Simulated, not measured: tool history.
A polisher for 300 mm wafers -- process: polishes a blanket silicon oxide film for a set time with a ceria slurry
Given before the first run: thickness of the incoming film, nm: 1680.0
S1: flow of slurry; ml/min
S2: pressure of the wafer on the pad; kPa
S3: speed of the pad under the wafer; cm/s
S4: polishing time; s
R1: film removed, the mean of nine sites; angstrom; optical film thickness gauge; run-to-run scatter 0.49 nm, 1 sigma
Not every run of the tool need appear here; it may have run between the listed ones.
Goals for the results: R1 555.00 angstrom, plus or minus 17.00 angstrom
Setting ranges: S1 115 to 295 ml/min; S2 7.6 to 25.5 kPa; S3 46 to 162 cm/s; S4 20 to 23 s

run  hour   S1    S2   S3  S4      R1
  1   0.0  190  16.5  104  23  961.35
  2   7.3  185  13.8  104  23  801.19
  3  12.7  180  11.7  104  23  679.79
  4  16.3  175  11.0  104  23  659.87
  5  22.9  175  10.3  104  23  630.15
  6  23.9  175  11.7  104  23  686.45
  7  30.6  170  11.0  104  23  654.45
  8  34.2  165  10.3  104  23  624.54
  9  39.0  165   9.7  104  23  576.84
 10  39.7  165   9.7  104  23  575.94
 11  48.2  160   9.7  104  23  580.87
 12  48.9  160   9.7  104  23  579.18
 13  53.4  155   9.7  104  23  573.48
 14  62.4  145   9.0  104  23  530.07
 15  70.0  150   9.0  104  23  535.19
 16  76.1  155   9.0  104  23  525.49

Which of these 5 next moves meets every target?
  A  82.2  150   9.0   96  23   ?
  B  82.2  160   8.3  116  23   ?
  C  82.2  155   8.3  110  20   ?
  D  82.2  205  11.0   78  23   ?
  E  82.2  145   8.3  104  22   ?

move      R1
   A  495.44
   B  563.55
   C  462.61
   D  510.64
   E  475.54
A: misses by more than the last run did
B: all results land within tolerance of their targets
C: misses by more than the last run did
D: misses by more than the last run did
E: misses by more than the last run did
The move that meets every target is B.

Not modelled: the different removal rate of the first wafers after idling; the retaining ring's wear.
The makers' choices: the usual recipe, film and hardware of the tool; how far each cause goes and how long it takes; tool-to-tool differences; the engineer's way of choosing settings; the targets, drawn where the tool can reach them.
